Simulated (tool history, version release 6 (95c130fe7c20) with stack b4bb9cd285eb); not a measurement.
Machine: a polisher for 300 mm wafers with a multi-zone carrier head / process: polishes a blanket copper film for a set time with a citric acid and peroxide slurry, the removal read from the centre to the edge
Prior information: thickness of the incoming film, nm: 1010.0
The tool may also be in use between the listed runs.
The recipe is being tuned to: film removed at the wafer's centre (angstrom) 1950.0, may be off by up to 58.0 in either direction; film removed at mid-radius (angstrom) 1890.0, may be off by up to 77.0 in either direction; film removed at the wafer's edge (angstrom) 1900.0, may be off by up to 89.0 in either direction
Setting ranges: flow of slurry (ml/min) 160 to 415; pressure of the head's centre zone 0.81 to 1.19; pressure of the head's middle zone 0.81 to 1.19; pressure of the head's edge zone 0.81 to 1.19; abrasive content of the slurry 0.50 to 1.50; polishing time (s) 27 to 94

| run | hour | flow of slurry (ml/min) | pressure of the head's centre zone | pressure of the head's middle zone | pressure of the head's edge zone | abrasive content of the slurry | polishing time (s) | film removed at the wafer's centre (angstrom) | film removed at mid-radius (angstrom) | film removed at the wafer's edge (angstrom) |
|---|---|---|---|---|---|---|---|---|---|---|
| 1 | 0.0 | 265 | 1.00 | 1.00 | 1.00 | 1.00 | 60 | 1415.1 | 1407.1 | 1402.8 |
| 2 | 2.0 | 265 | 0.93 | 1.00 | 1.00 | 1.00 | 60 | 1299.8 | 1450.9 | 1373.4 |
| 3 | 9.4 | 265 | 0.93 | 1.00 | 0.95 | 1.00 | 60 | 1301.6 | 1436.6 | 1326.6 |
| 4 | 12.8 | 265 | 0.93 | 1.00 | 0.95 | 1.00 | 75 | 1628.1 | 1761.3 | 1671.7 |
| 5 | 15.1 | 275 | 0.95 | 1.01 | 0.97 | 1.05 | 75 | 1708.7 | 1786.3 | 1706.8 |
| 6 | 17.3 | 280 | 0.96 | 1.02 | 0.99 | 1.05 | 75 | 1732.6 | 1848.9 | 1763.6 |
| 7 | 20.8 | 280 | 0.96 | 1.02 | 0.99 | 1.05 | 75 | 1702.2 | 1828.9 | 1770.5 |
| 8 | 28.7 | 285 | 0.98 | 1.02 | 0.99 | 1.05 | 75 | 1753.2 | 1821.1 | 1738.0 |
| 9 | 33.3 | 285 | 1.00 | 1.02 | 1.01 | 1.10 | 75 | 1803.0 | 1840.6 | 1790.3 |

Exercise: of the 4 proposed moves below, exactly one satisfies all targets within the stated allowed misses. Which move is it?
| A | 37.9 | 270 | 1.07 | 0.90 | 1.12 | 0.90 | 79 | ? | ? | ? |
| B | 37.9 | 315 | 1.04 | 1.01 | 1.07 | 1.10 | 77 | ? | ? | ? |
| C | 37.9 | 295 | 0.87 | 1.04 | 1.19 | 1.40 | 80 | ? | ? | ? |
| D | 37.9 | 220 | 0.97 | 0.92 | 1.04 | 0.85 | 84 | ? | ? | ? |

| move | film removed at the wafer's centre (angstrom) | film removed at mid-radius (angstrom) | film removed at the wafer's edge (angstrom) |
|---|---|---|---|
| A | 1939.2 | 1667.9 | 1870.4 |
| B | 1951.1 | 1897.9 | 1878.4 |
| C | 1773.9 | 2120.0 | 2162.0 |
| D | 1798.2 | 1744.3 | 1859.6 |
A: the furthest-off result lands on target, but another misses its tolerance
B: every result lands within tolerance
C: moves away from the targets compared with the last run
D: just as far off the targets as the last run
Go with B: it meets all targets.
